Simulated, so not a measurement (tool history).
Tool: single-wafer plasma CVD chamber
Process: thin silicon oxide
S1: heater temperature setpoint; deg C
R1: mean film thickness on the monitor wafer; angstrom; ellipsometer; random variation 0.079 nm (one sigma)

Run 1, hour 0.0: S1 395 deg C, chamber pressure (Torr) 0.872, RF power (W) 290, deposition time (s) 7.27. Result: R1 127.27 angstrom.
Run 2, hour 1.5: S1 395 deg C, chamber pressure (Torr) 0.924, RF power (W) 290, deposition time (s) 7.27. Result: R1 135.59 angstrom.
Run 3, hour 7.4: S1 395 deg C, chamber pressure (Torr) 0.924, RF power (W) 290, deposition time (s) 6.93. Result: R1 128.05 angstrom.
Run 4, hour 14.5: S1 395 deg C, chamber pressure (Torr) 0.974, RF power (W) 290, deposition time (s) 6.93. Result: R1 134.31 angstrom.
Run 5, hour 17.2: S1 395 deg C, chamber pressure (Torr) 0.974, RF power (W) 310, deposition time (s) 6.93. Result: R1 137.46 angstrom.
Run 6, hour 24.3: S1 395 deg C, chamber pressure (Torr) 0.876, RF power (W) 310, deposition time (s) 6.93. Result: R1 124.93 angstrom.
Run 7, hour 25.7: S1 395 deg C, chamber pressure (Torr) 0.934, RF power (W) 310, deposition time (s) 6.94. Result: R1 133.52 angstrom.
Run 8, hour 30.4: S1 395 deg C, chamber pressure (Torr) 0.973, RF power (W) 310, deposition time (s) 6.94. Result: R1 139.11 angstrom.
Run 9, hour 33.1: S1 395 deg C, chamber pressure (Torr) 1.000, RF power (W) 310, deposition time (s) 6.94. Result: R1 142.17 angstrom.
Run 10, hour 39.0: S1 395 deg C, chamber pressure (Torr) 1.022, RF power (W) 310, deposition time (s) 6.94. Result: R1 143.80 angstrom.

The next listed run, before its measurement:
Run 11, hour 47.8: S1 395 deg C, chamber pressure (Torr) 1.043, RF power (W) 310, deposition time (s) 6.94. Result: R1 ?.

{"run 11": {"R1": 144.98}}
